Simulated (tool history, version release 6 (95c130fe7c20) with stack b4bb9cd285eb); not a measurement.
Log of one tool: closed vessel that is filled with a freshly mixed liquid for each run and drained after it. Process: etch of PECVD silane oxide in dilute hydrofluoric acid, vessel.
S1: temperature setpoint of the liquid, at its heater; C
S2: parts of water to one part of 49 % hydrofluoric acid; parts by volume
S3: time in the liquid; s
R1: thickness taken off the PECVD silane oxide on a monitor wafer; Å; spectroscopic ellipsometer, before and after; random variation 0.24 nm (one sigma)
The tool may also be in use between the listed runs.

run    day    S1   S2   S3      R1
  1  0.000  24.0  245  555  863.82
  2  0.296  26.0  245  555  920.35
  3  0.546  26.0  300  555  708.00
  4  0.883  26.0  300  555  709.35
  5  1.092  26.0  230  555  985.23
  6  1.417  24.5  255  555  826.13
  7  1.571  23.0  275  555  710.17
  8  1.746  22.0  290  555  642.43
  9  1.779  21.0  305  555  584.56
 10  1.862  21.0  305  555  580.33

Forecast run 11:
 11  1.992  20.5  315  555   ?

{"run 11": {"R1": 549.95}}
